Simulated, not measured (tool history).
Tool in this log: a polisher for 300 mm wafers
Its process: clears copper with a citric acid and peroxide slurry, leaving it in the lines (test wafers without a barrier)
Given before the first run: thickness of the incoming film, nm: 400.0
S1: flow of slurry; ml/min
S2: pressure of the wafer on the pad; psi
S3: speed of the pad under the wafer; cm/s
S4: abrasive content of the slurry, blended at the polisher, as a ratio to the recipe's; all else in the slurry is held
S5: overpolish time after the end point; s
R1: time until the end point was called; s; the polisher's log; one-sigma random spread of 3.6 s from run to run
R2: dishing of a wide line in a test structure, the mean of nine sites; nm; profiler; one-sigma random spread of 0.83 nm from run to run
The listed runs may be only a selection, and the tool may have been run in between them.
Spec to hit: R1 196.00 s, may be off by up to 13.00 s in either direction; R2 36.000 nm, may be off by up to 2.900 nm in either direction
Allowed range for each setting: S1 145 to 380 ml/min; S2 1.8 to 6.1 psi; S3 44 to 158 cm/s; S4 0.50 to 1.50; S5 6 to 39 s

run,hour,S1,S2,S3,S4,S5,R1,R2
1,0.0,245,3.9,100,1.00,20,123.34,34.449
2,6.0,245,3.6,98,1.00,22,137.48,35.611
3,11.5,245,3.6,116,1.00,22,115.28,38.106
4,19.5,245,3.6,116,1.00,14,113.02,29.351
5,27.7,190,3.6,116,1.00,14,118.73,28.893
6,30.3,190,4.0,116,1.00,14,107.54,29.757
7,36.7,190,3.6,114,1.00,17,120.47,32.325
8,39.1,190,2.5,104,1.00,27,183.63,33.363
9,41.9,190,2.5,104,1.00,27,181.96,31.043
# hour 44.2: head pressure recalibrated
10,44.2,190,2.5,104,1.00,28,199.14,29.152

Of the 5 settings listed for the next run, only one would bring every result within its allowed miss of target. Which one?
A,46.5,145,2.8,98,0.85,23,?,?
B,46.5,195,2.6,118,0.95,17,?,?
C,46.5,210,2.2,130,1.10,19,?,?
D,46.5,190,2.5,104,1.15,23,?,?
E,46.5,195,2.8,98,1.00,35,?,?

move,R1,R2
A,208.60,27.529
B,180.65,24.630
C,187.92,25.594
D,203.78,27.750
E,197.15,36.155
A: its largest miss is bigger than the last run's
B: its largest miss is bigger than the last run's
C: its largest miss is bigger than the last run's
D: its largest miss is bigger than the last run's
E: every result lands within tolerance
Answer: E

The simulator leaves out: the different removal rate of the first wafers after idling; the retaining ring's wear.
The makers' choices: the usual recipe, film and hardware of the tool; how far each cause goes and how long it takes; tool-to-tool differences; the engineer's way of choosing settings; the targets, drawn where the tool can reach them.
